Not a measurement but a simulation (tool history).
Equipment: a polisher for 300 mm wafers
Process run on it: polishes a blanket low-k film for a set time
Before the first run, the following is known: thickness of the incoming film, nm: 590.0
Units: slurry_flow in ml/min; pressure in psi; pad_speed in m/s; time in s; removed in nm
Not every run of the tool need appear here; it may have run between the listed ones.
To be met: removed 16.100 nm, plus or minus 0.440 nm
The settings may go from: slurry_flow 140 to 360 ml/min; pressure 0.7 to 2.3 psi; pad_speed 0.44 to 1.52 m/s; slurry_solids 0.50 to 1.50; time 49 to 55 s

run 1 hour=0.0 | slurry_flow=230 pressure=1.5 pad_speed=0.98 slurry_solids=1.00 time=55 | removed=19.523
run 2 hour=1.0 | slurry_flow=225 pressure=1.4 pad_speed=0.98 slurry_solids=1.00 time=55 | removed=18.210
run 3 hour=4.5 | slurry_flow=225 pressure=1.4 pad_speed=1.22 slurry_solids=1.00 time=55 | removed=21.372
run 4 hour=12.8 | slurry_flow=220 pressure=1.3 pad_speed=1.22 slurry_solids=1.00 time=55 | removed=19.731
run 5 hour=19.3 | slurry_flow=270 pressure=1.3 pad_speed=1.22 slurry_solids=1.00 time=55 | removed=20.130
run 6 hour=26.9 | slurry_flow=270 pressure=1.3 pad_speed=1.22 slurry_solids=1.10 time=55 | removed=21.305
run 7 hour=30.3 | slurry_flow=270 pressure=1.2 pad_speed=1.22 slurry_solids=1.10 time=55 | removed=19.700
run 8 hour=38.0 | slurry_flow=270 pressure=1.1 pad_speed=1.22 slurry_solids=1.10 time=55 | removed=18.206
-- hour=46.3 worn pad replaced by a new one
run 9 hour=46.3 | slurry_flow=265 pressure=1.0 pad_speed=1.22 slurry_solids=1.10 time=55 | removed=17.616

Exactly one of the 5 candidate moves below puts every result within its allowed miss. Which one?
run A hour=54.6 | slurry_flow=260 pressure=1.0 pad_speed=1.12 slurry_solids=1.00 time=54 | removed=?
run B hour=54.6 | slurry_flow=355 pressure=1.2 pad_speed=1.20 slurry_solids=1.10 time=53 | removed=?
run C hour=54.6 | slurry_flow=275 pressure=1.0 pad_speed=1.26 slurry_solids=1.05 time=54 | removed=?
run D hour=54.6 | slurry_flow=255 pressure=1.1 pad_speed=1.24 slurry_solids=1.10 time=54 | removed=?
run E hour=54.6 | slurry_flow=240 pressure=1.1 pad_speed=1.10 slurry_solids=1.10 time=51 | removed=?

move=A removed=15.084
move=B removed=20.185
move=C removed=17.146
move=D removed=18.922
move=E removed=16.151
A: pushes the last run's worst result past its target
B: the biggest miss grows against the last run
C: closes in on the targets versus the last run, not all within tolerance yet
D: the biggest miss grows against the last run
E: all results in spec
Go with E: it meets all targets.
